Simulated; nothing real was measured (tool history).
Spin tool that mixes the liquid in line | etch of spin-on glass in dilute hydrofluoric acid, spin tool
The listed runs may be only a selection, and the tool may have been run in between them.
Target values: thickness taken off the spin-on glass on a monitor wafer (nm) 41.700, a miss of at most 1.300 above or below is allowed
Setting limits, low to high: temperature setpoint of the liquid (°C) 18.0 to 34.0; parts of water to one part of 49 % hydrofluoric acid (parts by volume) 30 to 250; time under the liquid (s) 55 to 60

run    day  temperature setpoint of the liquid (°C)  parts of water to one part of 49 % hydrofluoric acid (parts by volume)  time under the liquid (s)  thickness taken off the spin-on glass on a monitor wafer (nm)
  1  0.000                                     26.0                                                                     140                         55                                                         23.477
  2  0.050                                     27.0                                                                     135                         55                                                         25.599
  3  0.392                                     28.0                                                                     130                         55                                                         28.050
  4  0.638                                     28.0                                                                     130                         55                                                         28.109
  5  0.996                                     26.0                                                                     130                         55                                                         25.981
  6  1.062                                     26.0                                                                      90                         55                                                         39.660
  7  1.321                                     26.5                                                                      90                         55                                                         40.171
  8  1.492                                     26.5                                                                      90                         55                                                         40.295

Which one of the following 5 next-run settings gets every result inside its allowed miss? There is exactly one.
  A  1.662                                     23.5                                                                      85                         55                                                              ?
  B  1.662                                     27.0                                                                      95                         55                                                              ?
  C  1.662                                     25.5                                                                      90                         55                                                              ?
  D  1.662                                     26.5                                                                      95                         60                                                              ?
  E  1.662                                     22.0                                                                      80                         55                                                              ?

move  thickness taken off the spin-on glass on a monitor wafer (nm)
   A                                                         38.576
   B                                                         39.122
   C                                                         39.203
   D                                                         41.859
   E                                                         38.804
A: misses by more than the last run did
B: misses by more than the last run did
C: misses by more than the last run did
D: each result inside its tolerance
E: misses by more than the last run did
Move D is the one to make.

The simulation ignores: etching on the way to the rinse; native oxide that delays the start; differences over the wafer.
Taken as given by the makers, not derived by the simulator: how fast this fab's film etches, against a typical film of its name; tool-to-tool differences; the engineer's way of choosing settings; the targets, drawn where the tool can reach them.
